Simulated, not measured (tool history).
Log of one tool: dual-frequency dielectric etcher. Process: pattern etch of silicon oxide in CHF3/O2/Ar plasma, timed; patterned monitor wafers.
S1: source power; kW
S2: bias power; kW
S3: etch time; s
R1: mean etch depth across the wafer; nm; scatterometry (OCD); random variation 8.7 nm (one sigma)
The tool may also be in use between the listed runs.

| run | hour | S1 | S2 | S3 | R1 |
|---|---|---|---|---|---|
| 1 | 0.0 | 0.890 | 0.236 | 733.0 | 1786.4 |
| 2 | 4.6 | 1.010 | 0.236 | 733.0 | 1850.8 |
| 3 | 11.4 | 1.100 | 0.236 | 733.0 | 1908.3 |
| 4 | 18.7 | 1.100 | 0.211 | 733.0 | 1848.4 |
| 5 | 26.3 | 1.100 | 0.174 | 733.0 | 1753.5 |
| 6 | 31.8 | 1.120 | 0.189 | 740.0 | 1810.4 |

The next listed run, before its measurement:
| 7 | 38.2 | 1.130 | 0.202 | 745.5 | ? |

Run 7 gave R1 1877.5 nm.
